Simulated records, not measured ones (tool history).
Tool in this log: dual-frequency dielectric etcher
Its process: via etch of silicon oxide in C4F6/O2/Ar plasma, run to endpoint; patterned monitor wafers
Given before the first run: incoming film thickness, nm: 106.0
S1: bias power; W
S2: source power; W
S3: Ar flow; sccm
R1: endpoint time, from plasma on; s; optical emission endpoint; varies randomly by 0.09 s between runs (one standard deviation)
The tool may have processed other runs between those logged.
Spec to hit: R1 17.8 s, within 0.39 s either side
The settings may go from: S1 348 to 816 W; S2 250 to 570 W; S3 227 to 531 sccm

| run | hour | S1 | S2 | S3 | R1 |
|---|---|---|---|---|---|
| 1 | 0 | 582 | 410 | 379 | 21.642 |
| 2 | 7.3 | 613 | 420 | 376 | 20.892 |
| 3 | 10.7 | 707 | 420 | 376 | 19.281 |
| 4 | 17 | 720 | 420 | 376 | 19.112 |
| 5 | 18.6 | 720 | 380 | 376 | 19.664 |
| 6 | 22.3 | 720 | 310 | 376 | 20.869 |
| 7 | 24.8 | 735 | 320 | 372 | 20.449 |
| 8 | 25.5 | 748 | 330 | 368 | 19.994 |
| 9 | 29.1 | 759 | 340 | 365 | 19.828 |
| 10 | 30.1 | 768 | 350 | 364 | 19.415 |
| 11 | 32.7 | 776 | 360 | 362 | 19.148 |
| 12 | 36.1 | 782 | 370 | 360 | 18.764 |
| 13 | 38.9 | 787 | 370 | 359 | 18.773 |
| 14 | 40.1 | 792 | 380 | 358 | 18.672 |

Exactly one of the 5 candidate moves below puts every result within its allowed miss. Which one?
| A | 41.3 | 773 | 490 | 316 | ? |
| B | 41.3 | 816 | 460 | 354 | ? |
| C | 41.3 | 816 | 410 | 353 | ? |
| D | 41.3 | 698 | 350 | 322 | ? |
| E | 41.3 | 810 | 500 | 389 | ? |

| move | R1 |
|---|---|
| A | 17.243 |
| B | 17.335 |
| C | 17.975 |
| D | 20.324 |
| E | 17.134 |
A: pushes the last run's worst result past its target
B: pushes the last run's worst result past its target
C: in spec on every target
D: the biggest miss grows against the last run
E: pushes the last run's worst result past its target
Move C is the one to make.
